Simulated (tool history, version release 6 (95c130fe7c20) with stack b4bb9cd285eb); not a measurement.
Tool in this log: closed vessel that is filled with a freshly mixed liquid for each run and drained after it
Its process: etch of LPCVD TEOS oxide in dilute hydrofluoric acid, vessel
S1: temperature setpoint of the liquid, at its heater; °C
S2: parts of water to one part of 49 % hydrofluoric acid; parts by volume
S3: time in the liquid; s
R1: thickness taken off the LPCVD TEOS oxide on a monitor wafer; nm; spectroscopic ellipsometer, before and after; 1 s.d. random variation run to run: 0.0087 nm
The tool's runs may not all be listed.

Run 1, day 0: S1 21 °C, S2 280 parts by volume, S3 50 s. Result: R1 2.9542 nm.
Run 2, day 0.196: S1 21 °C, S2 340 parts by volume, S3 50 s. Result: R1 2.3019 nm.
Run 3, day 0.438: S1 19 °C, S2 340 parts by volume, S3 50 s. Result: R1 2.1524 nm.
Run 4, day 0.775: S1 18.5 °C, S2 360 parts by volume, S3 50 s. Result: R1 1.9648 nm.
Run 5, day 1.046: S1 18 °C, S2 375 parts by volume, S3 50 s. Result: R1 1.8259 nm.
Run 6, day 1.154: S1 18 °C, S2 375 parts by volume, S3 30 s. Result: R1 1.0868 nm.
Run 7, day 1.379: S1 18.5 °C, S2 375 parts by volume, S3 30 s. Result: R1 1.1071 nm.
Run 8, day 1.621: S1 19.5 °C, S2 375 parts by volume, S3 30 s. Result: R1 1.1544 nm.
Run 9, day 1.954: S1 19.5 °C, S2 370 parts by volume, S3 30 s. Result: R1 1.1622 nm.
Run 10, day 2.308: S1 19 °C, S2 365 parts by volume, S3 30 s. Result: R1 1.1711 nm.

The next listed run, before its measurement:
Run 11, day 2.383: S1 20 °C, S2 365 parts by volume, S3 30 s. Result: R1 ?.

Logged for run 11: R1 1.2068 nm.
